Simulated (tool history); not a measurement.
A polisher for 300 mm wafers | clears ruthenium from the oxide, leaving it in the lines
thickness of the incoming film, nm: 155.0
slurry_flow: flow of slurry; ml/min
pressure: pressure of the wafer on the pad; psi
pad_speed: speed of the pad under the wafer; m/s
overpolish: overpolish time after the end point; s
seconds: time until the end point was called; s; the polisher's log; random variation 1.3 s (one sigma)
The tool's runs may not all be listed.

| run | hour | slurry_flow | pressure | pad_speed | overpolish | seconds |
|---|---|---|---|---|---|---|
| 1 | 0 | 280 | 2.2 | 0.84 | 10 | 138.95 |
| 2 | 2.1 | 280 | 2.4 | 0.84 | 10 | 134.01 |
| 3 | 2.9 | 280 | 2.6 | 0.84 | 10 | 121.91 |
| 4 | 7.1 | 280 | 2.7 | 0.84 | 10 | 117.43 |
| 5 | 14.5 | 280 | 2.7 | 0.84 | 8 | 119.66 |
| 6 | 17.4 | 280 | 2.8 | 0.84 | 8 | 116.33 |

Run 7 comes next. What will it give?
| 7 | 21.1 | 280 | 2.9 | 0.84 | 8 | ? |

{"run 7": {"seconds": 110.21}}
